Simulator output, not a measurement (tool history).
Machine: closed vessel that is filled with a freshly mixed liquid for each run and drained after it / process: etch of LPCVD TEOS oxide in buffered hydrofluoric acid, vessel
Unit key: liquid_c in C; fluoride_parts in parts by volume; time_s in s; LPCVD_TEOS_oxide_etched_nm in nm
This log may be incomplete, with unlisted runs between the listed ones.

run  hour  liquid_c  fluoride_parts  time_s  LPCVD_TEOS_oxide_etched_nm
  1     0        24              18      85                      256.44
  2   3.7        27              18      85                      301.26
  3   4.4        30              18      85                      357.15
  4     6        30              18      90                      376.42
  5  11.7        30              18      90                      377.18
  6  17.8        30              18      90                      373.12

What does the tool deliver on the next run?
  7  22.6      30.5            17.5      90                           ?

Run 7 yielded LPCVD_TEOS_oxide_etched_nm 396.62 nm.
